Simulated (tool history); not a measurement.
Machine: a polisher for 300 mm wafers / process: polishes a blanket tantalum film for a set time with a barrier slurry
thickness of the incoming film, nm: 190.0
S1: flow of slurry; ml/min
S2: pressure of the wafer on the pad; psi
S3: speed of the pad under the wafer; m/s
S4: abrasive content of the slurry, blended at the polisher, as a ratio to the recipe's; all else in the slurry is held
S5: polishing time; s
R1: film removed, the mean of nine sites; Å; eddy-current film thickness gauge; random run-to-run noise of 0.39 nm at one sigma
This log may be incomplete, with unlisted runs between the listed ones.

run	day	S1	S2	S3	S4	S5	R1
1	0	175	1.7	1.08	1	54	904.17
2	0.208	175	1.5	1	1	54	739.82
3	0.558	175	1.4	0.96	1	54	664.88
4	0.892	175	1.4	0.96	0.85	54	624.59
5	1.192	175	1.4	1.12	0.85	54	717.22
6	1.308	175	1.4	1.12	0.95	54	763.94
7	1.638	175	1.3	1.06	0.95	54	665.17
8	1.9	175	1.2	1.02	0.95	54	594.41

What does the tool deliver on the next run?
9	2.104	175	1.1	0.98	0.95	54	?

{"run 9": {"R1": 522.22}}
